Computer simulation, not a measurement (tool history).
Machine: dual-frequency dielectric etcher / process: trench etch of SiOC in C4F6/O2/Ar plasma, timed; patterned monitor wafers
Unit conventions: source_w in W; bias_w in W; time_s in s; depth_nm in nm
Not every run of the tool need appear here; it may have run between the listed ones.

run,hour,source_w,bias_w,time_s,depth_nm
1,0,350,184,8,17.304
2,6.1,360,185,8,17.444
3,7,320,185,8,16.714
4,14.2,320,185,8,16.897
5,18.3,340,188,8,17.239
6,21.6,350,190,8,17.37
7,28.6,360,192,8,17.585

Estimate the outcome of run 8 from the log above:
8,32.3,370,194,8,?

For run 8 the tool returned depth_nm 17.925 nm.

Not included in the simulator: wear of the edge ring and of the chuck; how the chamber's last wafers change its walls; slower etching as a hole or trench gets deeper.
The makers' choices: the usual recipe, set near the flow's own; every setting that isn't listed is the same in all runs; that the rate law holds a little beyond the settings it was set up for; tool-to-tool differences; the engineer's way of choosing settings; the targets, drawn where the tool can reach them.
